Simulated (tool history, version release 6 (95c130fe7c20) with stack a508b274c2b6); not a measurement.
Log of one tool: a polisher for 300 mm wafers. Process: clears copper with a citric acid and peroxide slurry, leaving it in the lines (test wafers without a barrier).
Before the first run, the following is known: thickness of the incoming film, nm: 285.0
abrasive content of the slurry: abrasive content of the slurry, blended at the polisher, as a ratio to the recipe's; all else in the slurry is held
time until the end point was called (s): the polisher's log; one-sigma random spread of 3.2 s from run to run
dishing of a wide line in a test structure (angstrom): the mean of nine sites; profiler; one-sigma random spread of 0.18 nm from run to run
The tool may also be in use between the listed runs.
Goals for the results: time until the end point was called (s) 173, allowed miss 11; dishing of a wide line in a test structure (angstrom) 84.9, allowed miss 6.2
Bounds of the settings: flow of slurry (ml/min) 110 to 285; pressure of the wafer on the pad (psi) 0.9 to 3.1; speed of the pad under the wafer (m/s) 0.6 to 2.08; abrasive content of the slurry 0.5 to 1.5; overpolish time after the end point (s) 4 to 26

run,hour,flow of slurry (ml/min),pressure of the wafer on the pad (psi),speed of the pad under the wafer (m/s),abrasive content of the slurry,overpolish time after the end point (s),time until the end point was called (s),dishing of a wide line in a test structure (angstrom)
1,0,180,2,1.34,1,13,151.43,194.83
2,6.9,180,2,1.58,1,13,130.96,220.69
3,7.8,180,1.9,1.58,1,12,138.64,196.44
4,14,180,1.8,1.58,1,11,146,171.75
5,19.5,180,1.8,1.58,1,16,144.97,236.05
6,27.1,180,1.7,1.62,1,15,144.34,220.12
7,31.3,180,1.6,1.64,1,14,156.84,199.78
8,34.1,180,1.6,1.62,1,13,160.8,189.52
9,34.8,170,1.7,1.56,0.95,12,160.13,168.73
10,39.2,165,1.7,1.56,0.9,11,161.62,163.73
11,43.1,165,1.7,1.56,0.95,10,156.79,140.3
12,46.8,160,1.7,1.56,0.95,10,162.53,146.27
13,49.5,155,1.7,1.56,1,9,163.91,132.55
14,53.3,150,1.7,1.56,1,8,161.84,117.14
15,58.3,150,1.5,1.56,1,4,177.47,54.207
16,62,145,1.5,1.56,1,4,188.49,55.417
17,64.2,140,1.5,1.56,1,4,183.84,52.892

Pick the move, out of 5, that brings all results within their allowed miss; only one does.
A,66.4,135,1.4,1.7,0.9,5,?,?
B,66.4,150,1.5,1.28,0.95,10,?,?
C,66.4,185,1.6,1.18,1.2,9,?,?
D,66.4,180,1.9,1.22,1.25,5,?,?
E,66.4,175,1.2,2,0.95,6,?,?

move,time until the end point was called (s),dishing of a wide line in a test structure (angstrom)
A,186.12,64.422
B,216.07,107.56
C,202.47,103.74
D,166.48,71.902
E,176.55,80.304
A: gains on the last run, yet a result remains outside its allowed miss
B: the result that was furthest off in the last run now lies on the other side of its target
C: the result that was furthest off in the last run now lies on the other side of its target
D: gains on the last run, yet a result remains outside its allowed miss
E: all results land within tolerance of their targets
Move E is the one to make.
